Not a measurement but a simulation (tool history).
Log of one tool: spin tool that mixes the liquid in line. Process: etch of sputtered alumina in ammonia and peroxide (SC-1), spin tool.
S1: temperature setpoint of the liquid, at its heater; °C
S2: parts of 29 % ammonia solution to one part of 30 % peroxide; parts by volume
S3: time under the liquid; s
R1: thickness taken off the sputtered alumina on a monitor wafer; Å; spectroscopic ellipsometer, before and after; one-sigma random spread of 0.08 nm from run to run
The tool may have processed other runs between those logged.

run	day	S1	S2	S3	R1
1	0.000	63	0.95	70	74.892
2	0.142	63	0.95	70	73.520
3	0.258	64	0.95	70	78.045
4	0.362	65	0.95	70	82.369
5	0.554	58	0.95	70	56.815
6	0.612	58	0.95	70	58.022

What will run 7 give?
7	0.775	58	0.95	70	?

R1: 56.715 Å
